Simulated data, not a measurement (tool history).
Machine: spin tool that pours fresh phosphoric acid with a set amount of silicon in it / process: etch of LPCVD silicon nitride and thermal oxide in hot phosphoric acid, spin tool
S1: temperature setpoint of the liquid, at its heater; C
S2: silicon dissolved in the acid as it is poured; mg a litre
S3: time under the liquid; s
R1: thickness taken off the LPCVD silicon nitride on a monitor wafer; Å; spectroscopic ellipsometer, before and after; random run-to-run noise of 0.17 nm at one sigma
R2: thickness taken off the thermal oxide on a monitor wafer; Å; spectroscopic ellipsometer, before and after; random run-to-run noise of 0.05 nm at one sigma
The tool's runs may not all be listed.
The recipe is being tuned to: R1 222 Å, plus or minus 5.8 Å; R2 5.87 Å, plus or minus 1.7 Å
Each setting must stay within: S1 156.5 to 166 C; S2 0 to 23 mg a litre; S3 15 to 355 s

| run | hour | S1 | S2 | S3 | R1 | R2 |
|---|---|---|---|---|---|---|
| 1 | 0 | 161 | 10 | 180 | 161.4 | 4.1679 |
| 2 | 6.1 | 161 | 10 | 140 | 125.29 | 3.1406 |
| 3 | 6.9 | 162 | 11 | 155 | 144.91 | 3.3695 |
| 4 | 10.2 | 161 | 11 | 155 | 138.72 | 4.1411 |
| 5 | 15.9 | 162 | 13 | 165 | 151.64 | 3.9109 |
| 6 | 17.2 | 163 | 13 | 165 | 158.34 | 3.9939 |
| 7 | 19.8 | 163.5 | 13 | 175 | 170.42 | 4.8075 |
| 8 | 28 | 164 | 14.5 | 185 | 183.9 | 4.7405 |
| 9 | 35 | 164.5 | 14.5 | 190 | 189.62 | 4.7252 |
| 10 | 38.5 | 165.5 | 12 | 220 | 229.15 | 6.9522 |
| 11 | 43.8 | 165.5 | 12.5 | 220 | 228.86 | 6.5037 |
| 12 | 49.2 | 165.5 | 13 | 220 | 231.3 | 7.2394 |

Pick the move, out of 5, that brings all results within their allowed miss; only one does.
| A | 54.6 | 164 | 11 | 210 | ? | ? |
| B | 54.6 | 165 | 18 | 240 | ? | ? |
| C | 54.6 | 166 | 14 | 195 | ? | ? |
| D | 54.6 | 164.5 | 15 | 220 | ? | ? |
| E | 54.6 | 166 | 10.5 | 235 | ? | ? |

| move | R1 | R2 |
|---|---|---|
| A | 206.64 | 6.4557 |
| B | 244.06 | 6.7646 |
| C | 204.9 | 6.4957 |
| D | 220.08 | 6.4184 |
| E | 246.93 | 8.4246 |
A: takes the biggest miss from the last run beyond its target
B: moves away from the targets compared with the last run
C: takes the biggest miss from the last run beyond its target
D: all results in spec
E: moves away from the targets compared with the last run
D meets every target.

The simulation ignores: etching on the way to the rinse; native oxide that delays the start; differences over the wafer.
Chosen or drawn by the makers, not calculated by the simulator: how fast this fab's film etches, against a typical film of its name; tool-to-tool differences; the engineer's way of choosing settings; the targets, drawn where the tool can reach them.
